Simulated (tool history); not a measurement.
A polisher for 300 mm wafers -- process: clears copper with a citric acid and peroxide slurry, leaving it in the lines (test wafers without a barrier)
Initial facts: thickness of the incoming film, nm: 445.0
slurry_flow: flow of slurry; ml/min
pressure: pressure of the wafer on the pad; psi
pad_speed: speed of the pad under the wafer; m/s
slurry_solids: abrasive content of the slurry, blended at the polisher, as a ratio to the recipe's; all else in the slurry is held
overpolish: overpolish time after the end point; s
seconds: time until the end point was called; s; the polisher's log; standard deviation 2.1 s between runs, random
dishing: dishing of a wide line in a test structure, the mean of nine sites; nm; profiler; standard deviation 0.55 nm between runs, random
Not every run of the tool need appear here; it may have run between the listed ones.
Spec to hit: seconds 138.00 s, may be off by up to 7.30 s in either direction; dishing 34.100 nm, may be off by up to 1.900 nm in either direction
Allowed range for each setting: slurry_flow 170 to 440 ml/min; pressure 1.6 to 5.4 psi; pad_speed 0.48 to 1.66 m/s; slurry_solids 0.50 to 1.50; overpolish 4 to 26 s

run  hour  slurry_flow  pressure  pad_speed  slurry_solids  overpolish  seconds  dishing
  1   0.0          280       3.5       1.06           1.00          13   167.05   21.836
  2   7.3          280       3.7       1.06           1.00          14   161.98   24.016
  3  14.5          280       3.9       1.06           1.00          15   157.86   26.392
  4  19.0          280       4.3       1.06           1.00          15   143.48   28.536
  5  22.2          280       4.3       1.06           0.90          15   148.75   27.423
  6  26.8          280       4.3       0.80           0.90          15   193.64   23.107
  7  30.9          280       4.6       0.82           0.90          15   176.24   24.156
  8  31.8          280       4.8       0.84           0.90          16   167.73   26.624
  9  37.6          280       5.0       0.86           0.90          16   159.10   28.399
 10  43.2          280       5.0       0.86           0.90          16   156.87   28.070
 11  46.5          280       5.1       0.88           0.90          16   156.83   28.030
 12  54.4          280       5.2       0.90           0.90          16   146.03   29.971
 13  56.5          280       5.3       0.90           0.90          16   143.63   29.566

Next run, 4 choices. One meets every target within its allowed miss, the rest don't. Which?
  A  58.6          335       5.4       0.84           1.10          13        ?        ?
  B  58.6          270       5.4       0.84           0.95          12        ?        ?
  C  58.6          270       5.4       0.88           1.10          18        ?        ?
  D  58.6          280       5.3       0.96           1.05          12        ?        ?

move  seconds  dishing
   A   142.50   25.444
   B   150.95   22.570
   C   139.75   33.955
   D   132.53   25.266
A: further off than the last run
B: further off than the last run
C: every result lands within tolerance
D: further off than the last run
Go with C: it meets all targets.
